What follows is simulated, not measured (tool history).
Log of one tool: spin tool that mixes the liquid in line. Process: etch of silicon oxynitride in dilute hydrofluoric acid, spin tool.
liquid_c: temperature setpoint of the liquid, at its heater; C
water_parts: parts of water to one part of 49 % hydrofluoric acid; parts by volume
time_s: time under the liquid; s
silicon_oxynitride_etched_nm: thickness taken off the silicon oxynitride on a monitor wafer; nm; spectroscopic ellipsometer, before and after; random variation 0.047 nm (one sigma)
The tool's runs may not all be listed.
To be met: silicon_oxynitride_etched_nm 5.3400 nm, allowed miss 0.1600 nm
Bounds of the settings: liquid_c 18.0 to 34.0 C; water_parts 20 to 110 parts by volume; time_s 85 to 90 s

run  hour  liquid_c  water_parts  time_s  silicon_oxynitride_etched_nm
  1   0.0      26.0           60      85                        7.3925
  2   5.0      25.0           60      85                        7.1173
  3   8.7      25.0           75      85                        5.5445
  4  15.9      25.0           75      85                        5.6360
  5  22.4      25.0           75      90                        5.8920
  6  26.7      25.0           90      90                        4.8383
  7  35.4      25.5           90      90                        5.0321
  8  37.1      26.0           90      90                        5.0992

4 next moves are on the table. One of them brings every result within its allowed miss. Which?
  A  38.8      31.0          105      90                             ?
  B  38.8      25.0           85      85                             ?
  C  38.8      27.5          100      90                             ?
  D  38.8      29.0          100      85                             ?

move  silicon_oxynitride_etched_nm
   A                        5.3610
   B                        4.8443
   C                        4.8319
   D                        4.8860
A: meets every target
B: further off than the last run
C: further off than the last run
D: further off than the last run
The right move is A.
